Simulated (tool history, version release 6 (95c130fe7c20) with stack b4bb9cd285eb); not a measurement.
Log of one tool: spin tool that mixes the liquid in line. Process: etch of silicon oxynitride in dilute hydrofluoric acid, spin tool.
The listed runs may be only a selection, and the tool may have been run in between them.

| run | day | temperature setpoint of the liquid (°C) | parts of water to one part of 49 % hydrofluoric acid (parts by volume) | time under the liquid (s) | thickness taken off the silicon oxynitride on a monitor wafer (angstrom) |
|---|---|---|---|---|---|
| 1 | 0 | 25 | 185 | 325 | 65.354 |
| 2 | 0.158 | 25 | 240 | 325 | 48.826 |
| 3 | 0.192 | 25 | 240 | 325 | 48.656 |
| 4 | 0.317 | 22 | 240 | 325 | 43.384 |
| 5 | 0.392 | 24.5 | 215 | 325 | 54.566 |
| 6 | 0.562 | 26.5 | 195 | 325 | 66.191 |

For run 7, what comes out?
| 7 | 0.667 | 28 | 180 | 325 | ? |

{"run 7": {"thickness taken off the silicon oxynitride on a monitor wafer (angstrom)": 77.939}}
